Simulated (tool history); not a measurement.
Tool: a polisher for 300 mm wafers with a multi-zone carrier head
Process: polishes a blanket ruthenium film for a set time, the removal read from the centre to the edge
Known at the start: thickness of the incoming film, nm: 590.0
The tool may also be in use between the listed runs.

run	day	flow of slurry (ml/min)	pressure of the head's centre zone	pressure of the head's middle zone	pressure of the head's edge zone	polishing time (s)	film removed at the wafer's centre (nm)	film removed at mid-radius (nm)	film removed at the wafer's edge (nm)
1	0.000	175	1.00	1.00	1.00	70	78.703	81.044	79.454
2	0.125	150	1.00	1.00	1.00	70	77.568	79.833	78.298
3	0.479	155	1.01	1.02	1.03	72	81.251	82.829	80.208
4	0.683	155	1.01	0.93	1.03	72	79.037	77.524	79.930
5	0.867	165	1.00	0.95	1.05	75	84.331	83.210	87.001
6	1.033	175	1.00	0.98	1.07	76	83.168	87.755	87.999
7	1.321	180	1.01	0.98	1.08	78	88.083	89.732	91.804
8	1.662	190	1.01	1.00	1.09	79	90.761	92.576	93.615
9	1.917	195	1.01	1.01	1.10	80	92.871	95.175	96.283

The next listed run, before its measurement:
10	2.079	200	1.01	1.02	1.11	81	?	?	?

film removed at the wafer's centre (nm): 95.117
film removed at mid-radius (nm): 96.782
film removed at the wafer's edge (nm): 96.562

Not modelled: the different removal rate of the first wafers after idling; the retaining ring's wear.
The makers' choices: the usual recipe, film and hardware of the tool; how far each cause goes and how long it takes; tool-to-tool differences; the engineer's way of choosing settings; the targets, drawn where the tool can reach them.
